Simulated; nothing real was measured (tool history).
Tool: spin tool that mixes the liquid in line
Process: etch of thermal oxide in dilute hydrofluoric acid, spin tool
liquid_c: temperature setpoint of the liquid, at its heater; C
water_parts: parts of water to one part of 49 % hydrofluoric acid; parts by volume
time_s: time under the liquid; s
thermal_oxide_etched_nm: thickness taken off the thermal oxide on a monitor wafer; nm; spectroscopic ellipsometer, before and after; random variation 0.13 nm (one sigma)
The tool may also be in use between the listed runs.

{"run": 1, "hour": 0.0, "liquid_c": 20, "water_parts": 110, "time_s": 265, "thermal_oxide_etched_nm": 10.181}
{"run": 2, "hour": 4.1, "liquid_c": 21, "water_parts": 110, "time_s": 265, "thermal_oxide_etched_nm": 10.68}
{"run": 3, "hour": 12.0, "liquid_c": 21, "water_parts": 110, "time_s": 285, "thermal_oxide_etched_nm": 11.508}
{"run": 4, "hour": 15.4, "liquid_c": 22, "water_parts": 110, "time_s": 285, "thermal_oxide_etched_nm": 11.946}
{"run": 5, "hour": 18.1, "liquid_c": 22, "water_parts": 95, "time_s": 285, "thermal_oxide_etched_nm": 13.935}
{"run": 6, "hour": 25.9, "liquid_c": 20, "water_parts": 95, "time_s": 285, "thermal_oxide_etched_nm": 12.88}

Run 7 comes next. What will it give?
{"run": 7, "hour": 27.7, "liquid_c": 20.5, "water_parts": 95, "time_s": 285, "thermal_oxide_etched_nm": "?"}

Run 7 gave thermal_oxide_etched_nm 13.253 nm.

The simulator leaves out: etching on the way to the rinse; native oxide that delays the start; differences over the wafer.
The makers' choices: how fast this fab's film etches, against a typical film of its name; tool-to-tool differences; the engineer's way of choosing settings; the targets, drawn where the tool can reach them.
